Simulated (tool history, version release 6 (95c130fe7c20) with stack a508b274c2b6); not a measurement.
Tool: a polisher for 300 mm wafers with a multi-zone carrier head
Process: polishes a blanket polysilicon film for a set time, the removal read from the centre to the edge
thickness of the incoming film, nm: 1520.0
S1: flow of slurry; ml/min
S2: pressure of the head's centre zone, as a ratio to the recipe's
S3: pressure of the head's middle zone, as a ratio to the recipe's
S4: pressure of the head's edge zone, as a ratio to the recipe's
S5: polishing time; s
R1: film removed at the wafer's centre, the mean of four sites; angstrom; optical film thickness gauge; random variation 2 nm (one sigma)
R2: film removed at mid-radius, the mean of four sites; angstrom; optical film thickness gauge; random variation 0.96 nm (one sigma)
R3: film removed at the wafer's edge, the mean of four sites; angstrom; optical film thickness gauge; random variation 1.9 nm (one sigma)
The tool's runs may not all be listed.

{"run": 1, "day": 0.0, "S1": 185, "S2": 1.0, "S3": 1.0, "S4": 1.0, "S5": 52, "R1": 2362.3, "R2": 2325.0, "R3": 2359.0}
{"run": 2, "day": 0.025, "S1": 185, "S2": 1.0, "S3": 0.93, "S4": 1.0, "S5": 52, "R1": 2394.5, "R2": 2218.6, "R3": 2341.4}
{"run": 3, "day": 0.292, "S1": 185, "S2": 1.04, "S3": 0.93, "S4": 1.0, "S5": 52, "R1": 2391.9, "R2": 2218.3, "R3": 2372.5}
{"run": 4, "day": 0.354, "S1": 180, "S2": 1.02, "S3": 0.93, "S4": 0.99, "S5": 50, "R1": 2295.0, "R2": 2129.0, "R3": 2263.8}
{"run": 5, "day": 0.7, "S1": 180, "S2": 0.99, "S3": 0.93, "S4": 0.99, "S5": 50, "R1": 2166.6, "R2": 2114.2, "R3": 2258.4}
{"run": 6, "day": 0.825, "S1": 180, "S2": 0.99, "S3": 0.93, "S4": 1.06, "S5": 50, "R1": 2276.8, "R2": 2106.6, "R3": 2340.9}
{"day": 0.879, "done": "worn pad replaced by a new one"}
{"run": 7, "day": 0.879, "S1": 180, "S2": 0.99, "S3": 0.92, "S4": 1.04, "S5": 48, "R1": 2365.1, "R2": 2202.1, "R3": 2430.1}
{"run": 8, "day": 1.183, "S1": 170, "S2": 1.0, "S3": 0.92, "S4": 1.01, "S5": 45, "R1": 2210.5, "R2": 2093.9, "R3": 2229.2}
{"run": 9, "day": 1.288, "S1": 185, "S2": 0.98, "S3": 0.91, "S4": 0.99, "S5": 42, "R1": 2046.8, "R2": 1955.3, "R3": 2079.0}
{"run": 10, "day": 1.533, "S1": 180, "S2": 0.9, "S3": 0.87, "S4": 0.89, "S5": 28, "R1": 1253.8, "R2": 1250.7, "R3": 1334.6}
{"run": 11, "day": 1.629, "S1": 185, "S2": 0.91, "S3": 0.88, "S4": 0.9, "S5": 28, "R1": 1283.4, "R2": 1275.2, "R3": 1303.8}
{"run": 12, "day": 1.917, "S1": 185, "S2": 0.91, "S3": 0.89, "S4": 0.91, "S5": 28, "R1": 1268.5, "R2": 1284.5, "R3": 1306.1}
{"run": 13, "day": 2.188, "S1": 185, "S2": 0.92, "S3": 0.89, "S4": 0.92, "S5": 28, "R1": 1241.7, "R2": 1267.1, "R3": 1349.3}
{"run": 14, "day": 2.217, "S1": 185, "S2": 0.93, "S3": 0.9, "S4": 0.92, "S5": 29, "R1": 1355.0, "R2": 1323.4, "R3": 1370.8}
{"run": 15, "day": 2.396, "S1": 185, "S2": 0.93, "S3": 0.91, "S4": 0.93, "S5": 29, "R1": 1349.7, "R2": 1322.8, "R3": 1411.1}

The next listed run, before its measurement:
{"run": 16, "day": 2.575, "S1": 190, "S2": 0.93, "S3": 0.91, "S4": 0.93, "S5": 30, "R1": "?", "R2": "?", "R3": "?"}

Run 16 gave R1 1394.2 angstrom, R2 1399.1 angstrom, R3 1416.7 angstrom.
